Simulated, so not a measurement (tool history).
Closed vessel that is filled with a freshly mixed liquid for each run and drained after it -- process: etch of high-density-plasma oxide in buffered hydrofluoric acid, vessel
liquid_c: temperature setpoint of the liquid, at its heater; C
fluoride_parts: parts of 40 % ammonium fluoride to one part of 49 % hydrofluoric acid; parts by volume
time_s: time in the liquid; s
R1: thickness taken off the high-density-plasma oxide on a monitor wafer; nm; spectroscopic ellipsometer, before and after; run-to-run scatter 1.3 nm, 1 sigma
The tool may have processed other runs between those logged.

{"run": 1, "hour": 0.0, "liquid_c": 23.0, "fluoride_parts": 19.0, "time_s": 95, "R1": 88.305}
{"run": 2, "hour": 4.6, "liquid_c": 24.5, "fluoride_parts": 17.0, "time_s": 95, "R1": 108.14}
{"run": 3, "hour": 12.0, "liquid_c": 24.5, "fluoride_parts": 17.0, "time_s": 95, "R1": 108.55}
{"run": 4, "hour": 20.6, "liquid_c": 26.0, "fluoride_parts": 15.5, "time_s": 95, "R1": 127.82}
{"run": 5, "hour": 28.9, "liquid_c": 27.0, "fluoride_parts": 14.5, "time_s": 95, "R1": 143.08}
{"run": 6, "hour": 33.3, "liquid_c": 27.0, "fluoride_parts": 14.5, "time_s": 95, "R1": 144.56}
{"run": 7, "hour": 35.3, "liquid_c": 28.0, "fluoride_parts": 13.5, "time_s": 95, "R1": 163.34}
{"run": 8, "hour": 40.6, "liquid_c": 31.0, "fluoride_parts": 10.0, "time_s": 95, "R1": 253.77}
{"run": 9, "hour": 47.0, "liquid_c": 30.5, "fluoride_parts": 10.0, "time_s": 95, "R1": 248.92}
{"run": 10, "hour": 55.0, "liquid_c": 30.0, "fluoride_parts": 10.0, "time_s": 95, "R1": 240.49}
{"run": 11, "hour": 64.0, "liquid_c": 30.0, "fluoride_parts": 10.0, "time_s": 95, "R1": 242.87}

Expected results for the next run?
{"run": 12, "hour": 65.9, "liquid_c": 29.5, "fluoride_parts": 10.0, "time_s": 95, "R1": "?"}

{"run 12": {"R1": 236.7}}

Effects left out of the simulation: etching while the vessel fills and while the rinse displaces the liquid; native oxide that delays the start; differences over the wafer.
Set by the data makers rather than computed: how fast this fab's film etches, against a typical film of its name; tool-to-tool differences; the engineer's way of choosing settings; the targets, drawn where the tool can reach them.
